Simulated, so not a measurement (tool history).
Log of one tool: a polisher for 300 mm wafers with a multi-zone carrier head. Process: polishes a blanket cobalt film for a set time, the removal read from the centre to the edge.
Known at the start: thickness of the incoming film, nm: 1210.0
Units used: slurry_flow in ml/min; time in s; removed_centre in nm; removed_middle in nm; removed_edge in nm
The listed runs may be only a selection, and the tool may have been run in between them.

run  hour  slurry_flow  centre_zone  middle_zone  edge_zone  time  removed_centre  removed_middle  removed_edge
  1   0.0          275         1.00         1.00       1.00    45          183.16          189.03        179.73
  2   8.0          305         1.00         1.00       1.00    45          185.11          193.11        180.07
  3   9.2          355         1.00         1.00       1.00    45          189.41          187.30        181.66
  4  15.1          355         1.00         1.04       1.00    45          187.69          193.46        183.89
  5  17.1          360         0.99         1.05       1.02    46          190.89          208.05        189.12
  6  19.5          365         0.98         1.03       1.04    47          194.22          204.63        195.90
  7  21.3          370         0.97         1.03       1.06    48          193.36          207.94        202.70

Estimate the outcome of run 8 from the log above:
  8  27.2          370         0.97         1.03       1.08    49               ?               ?             ?

{"run 8": {"removed_centre": 199.09, "removed_middle": 214.96, "removed_edge": 207.21}}
